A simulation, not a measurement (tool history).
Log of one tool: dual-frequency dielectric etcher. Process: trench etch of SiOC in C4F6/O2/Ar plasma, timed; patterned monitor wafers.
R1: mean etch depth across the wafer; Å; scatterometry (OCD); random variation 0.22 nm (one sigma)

Run 1, day 0: source power (W) 280, bias power (W) 168, etch time (s) 25.5. Result: R1 477.62 Å.
Run 2, day 0.171: source power (W) 270, bias power (W) 167, etch time (s) 25.5. Result: R1 471.7 Å.
Run 3, day 0.242: source power (W) 310, bias power (W) 167, etch time (s) 25.5. Result: R1 504.46 Å.
Run 4, day 0.325: source power (W) 260, bias power (W) 167, etch time (s) 25.5. Result: R1 462.91 Å.
Run 5, day 0.546: source power (W) 260, bias power (W) 197, etch time (s) 25.5. Result: R1 486.4 Å.
Run 6, day 0.888: source power (W) 260, bias power (W) 209, etch time (s) 25.5. Result: R1 498.57 Å.
Run 7, day 1: source power (W) 240, bias power (W) 207, etch time (s) 25.5. Result: R1 476.92 Å.
Run 8, day 1.212: source power (W) 230, bias power (W) 206, etch time (s) 25.5. Result: R1 466.62 Å.
Run 9, day 1.3: source power (W) 220, bias power (W) 205, etch time (s) 25.5. Result: R1 455.8 Å.

Forecast run 10:
Run 10, day 1.371: source power (W) 210, bias power (W) 205, etch time (s) 25.5. Result: R1 ?.

{"run 10": {"R1": 445.58}}
